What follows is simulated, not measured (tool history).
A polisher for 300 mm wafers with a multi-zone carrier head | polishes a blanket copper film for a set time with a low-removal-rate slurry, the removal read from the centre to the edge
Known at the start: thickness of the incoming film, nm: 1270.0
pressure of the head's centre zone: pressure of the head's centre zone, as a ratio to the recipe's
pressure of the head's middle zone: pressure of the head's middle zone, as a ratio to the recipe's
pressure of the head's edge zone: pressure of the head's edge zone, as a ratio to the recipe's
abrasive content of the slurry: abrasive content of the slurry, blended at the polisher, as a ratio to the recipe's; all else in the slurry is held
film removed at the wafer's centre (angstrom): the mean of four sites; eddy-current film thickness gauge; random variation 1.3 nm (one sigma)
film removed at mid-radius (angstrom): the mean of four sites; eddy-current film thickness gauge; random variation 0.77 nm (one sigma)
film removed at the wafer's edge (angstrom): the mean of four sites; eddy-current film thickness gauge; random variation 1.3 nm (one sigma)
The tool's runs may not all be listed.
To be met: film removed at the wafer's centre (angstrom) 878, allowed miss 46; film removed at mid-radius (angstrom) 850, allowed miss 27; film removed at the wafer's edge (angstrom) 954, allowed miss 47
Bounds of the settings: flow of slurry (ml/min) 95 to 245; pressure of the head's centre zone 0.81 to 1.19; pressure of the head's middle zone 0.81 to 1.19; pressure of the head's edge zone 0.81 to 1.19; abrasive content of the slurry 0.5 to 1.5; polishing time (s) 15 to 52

run	day	flow of slurry (ml/min)	pressure of the head's centre zone	pressure of the head's middle zone	pressure of the head's edge zone	abrasive content of the slurry	polishing time (s)	film removed at the wafer's centre (angstrom)	film removed at mid-radius (angstrom)	film removed at the wafer's edge (angstrom)
1	0	155	1	1	1	1	33	718.58	724.68	727.46
2	0.208	155	1	1	1	1.1	33	718.25	733.02	723.85
3	0.471	175	1	1	1	1.1	33	747.43	759.52	725.94
4	0.633	175	1	1	1	1.3	33	760.48	777.95	773.16
5	0.796	175	0.96	1	1	1.3	33	717.88	777.06	780.96
6	1.042	175	0.96	1.03	1	1.3	33	759.99	783.7	762.36
7	1.229	175	0.98	1.02	1.02	1.35	33	770.17	799.16	785.29
8	1.321	175	0.99	1.01	1.04	1.35	33	753.9	798.66	809.73
9	1.438	175	0.99	1.01	1.04	1.35	33	784.1	789.21	777.06
10	1.767	175	0.99	0.99	1.05	1.35	34	794.53	804.15	796.24
11	2.133	165	0.99	0.97	1.05	1.35	35	810.59	800.57	845.04
12	2.317	160	0.98	0.96	1.06	1.45	36	802.06	827.34	854.4
13	2.429	165	0.98	0.95	1.07	1.45	36	831.86	820.07	877.72
14	2.7	165	0.98	0.95	1.08	1.45	36	840.4	829.62	853.29
15	2.988	160	0.99	0.94	1.07	1.45	37	859.62	829.83	887.11
16	3.283	160	0.98	0.93	1.07	1.45	37	871.11	825.36	894.51
17	3.45	160	0.97	0.93	1.07	1.45	37	860.05	822.71	890.95

5 next moves are on the table. One of them brings every result within its allowed miss. Which?
A	3.617	180	0.94	0.88	1.08	1.3	40	?	?	?
B	3.617	245	1.05	1.02	1.05	1.05	34	?	?	?
C	3.617	130	0.91	0.82	1.14	1.45	41	?	?	?
D	3.617	150	0.88	0.95	1.09	1.5	39	?	?	?
E	3.617	125	1.09	1.06	1.03	1.4	36	?	?	?

move	film removed at the wafer's centre (angstrom)	film removed at mid-radius (angstrom)	film removed at the wafer's edge (angstrom)
A	894.45	850.8	958.06
B	857.52	818.08	795.5
C	840.25	787.56	981.71
D	808.29	878.39	940.91
E	870.13	838.06	808.56
A: meets every target
B: further off than the last run
C: brings the result that was furthest off to its target, and leaves another outside
D: brings the result that was furthest off to its target, and leaves another outside
E: further off than the last run
Answer: A

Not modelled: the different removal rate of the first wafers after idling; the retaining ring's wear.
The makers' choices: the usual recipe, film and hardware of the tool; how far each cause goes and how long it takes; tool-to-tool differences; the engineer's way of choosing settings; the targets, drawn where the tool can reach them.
